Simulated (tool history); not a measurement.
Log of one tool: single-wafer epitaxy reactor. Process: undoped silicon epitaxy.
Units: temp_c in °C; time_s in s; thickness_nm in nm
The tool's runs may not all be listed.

| run | hour | temp_c | time_s | thickness_nm |
|---|---|---|---|---|
| 1 | 0.0 | 640 | 530 | 64.655 |
| 2 | 7.3 | 635 | 529 | 56.749 |
| 3 | 9.3 | 628 | 529 | 47.264 |
| 4 | 12.5 | 628 | 470 | 42.028 |
| 5 | 15.5 | 627 | 470 | 41.028 |
|  | 18.8 | pyrometer calibrated |
| 6 | 18.8 | 626 | 470 | 43.299 |
| 7 | 22.0 | 625 | 470 | 42.244 |

Run 8 comes next. What will it give?
| 8 | 31.1 | 624 | 470 | ? |

thickness_nm: 41.216 nm
